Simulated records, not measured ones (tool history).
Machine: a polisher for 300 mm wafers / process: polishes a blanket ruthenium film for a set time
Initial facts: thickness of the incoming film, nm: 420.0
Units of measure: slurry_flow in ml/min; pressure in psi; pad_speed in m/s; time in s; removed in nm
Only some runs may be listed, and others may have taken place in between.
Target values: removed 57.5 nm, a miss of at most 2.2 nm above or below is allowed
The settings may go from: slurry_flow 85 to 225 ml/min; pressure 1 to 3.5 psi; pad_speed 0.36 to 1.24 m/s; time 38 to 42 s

Run 1, hour 0: slurry_flow 145 ml/min, pressure 2.2 psi, pad_speed 0.8 m/s, time 42 s. Result: removed 38.377 nm.
Run 2, hour 2.7: slurry_flow 150 ml/min, pressure 2.5 psi, pad_speed 0.8 m/s, time 42 s. Result: removed 43.193 nm.
Run 3, hour 10.1: slurry_flow 150 ml/min, pressure 2.5 psi, pad_speed 0.8 m/s, time 38 s. Result: removed 39.486 nm.
Run 4, hour 14.6: slurry_flow 150 ml/min, pressure 2 psi, pad_speed 0.8 m/s, time 38 s. Result: removed 31.473 nm.
Run 5, hour 15.7: slurry_flow 150 ml/min, pressure 2.2 psi, pad_speed 0.8 m/s, time 38 s. Result: removed 34.334 nm.
Run 6, hour 18.5: slurry_flow 150 ml/min, pressure 2.2 psi, pad_speed 0.6 m/s, time 38 s. Result: removed 28.268 nm.
Run 7, hour 20: slurry_flow 165 ml/min, pressure 2.8 psi, pad_speed 0.7 m/s, time 38 s. Result: removed 41.291 nm.
Run 8, hour 22.3: slurry_flow 165 ml/min, pressure 3 psi, pad_speed 0.7 m/s, time 38 s. Result: removed 42.953 nm.
Run 9, hour 29.2: slurry_flow 165 ml/min, pressure 3.2 psi, pad_speed 0.72 m/s, time 38 s. Result: removed 47.02 nm.
Run 10, hour 37: slurry_flow 170 ml/min, pressure 3.3 psi, pad_speed 0.74 m/s, time 38 s. Result: removed 49.321 nm.
Run 11, hour 42.1: slurry_flow 170 ml/min, pressure 3.4 psi, pad_speed 0.76 m/s, time 38 s. Result: removed 52.129 nm.
Run 12, hour 48.9: slurry_flow 170 ml/min, pressure 3.4 psi, pad_speed 0.78 m/s, time 38 s. Result: removed 52.594 nm.
Run 13, hour 55: slurry_flow 170 ml/min, pressure 3.4 psi, pad_speed 0.8 m/s, time 38 s. Result: removed 52.967 nm.
Run 14, hour 63.1: slurry_flow 170 ml/min, pressure 3.4 psi, pad_speed 0.82 m/s, time 38 s. Result: removed 54.703 nm.

Exactly one of the 5 candidate moves below puts every result within its allowed miss. Which one?
Run A, hour 71.2: slurry_flow 155 ml/min, pressure 3.5 psi, pad_speed 0.78 m/s, time 40 s. Result: removed ?.
Run B, hour 71.2: slurry_flow 145 ml/min, pressure 3.1 psi, pad_speed 0.78 m/s, time 41 s. Result: removed ?.
Run C, hour 71.2: slurry_flow 180 ml/min, pressure 3.4 psi, pad_speed 0.78 m/s, time 38 s. Result: removed ?.
Run D, hour 71.2: slurry_flow 145 ml/min, pressure 3.4 psi, pad_speed 0.82 m/s, time 38 s. Result: removed ?.
Run E, hour 71.2: slurry_flow 160 ml/min, pressure 3.5 psi, pad_speed 0.74 m/s, time 38 s. Result: removed ?.

move  removed
   A   56.439
   B   50.836
   C   53.244
   D   53.359
   E   52.012
A: all results land within tolerance of their targets
B: misses by more than the last run did
C: misses by more than the last run did
D: misses by more than the last run did
E: misses by more than the last run did
Go with A: it meets all targets.

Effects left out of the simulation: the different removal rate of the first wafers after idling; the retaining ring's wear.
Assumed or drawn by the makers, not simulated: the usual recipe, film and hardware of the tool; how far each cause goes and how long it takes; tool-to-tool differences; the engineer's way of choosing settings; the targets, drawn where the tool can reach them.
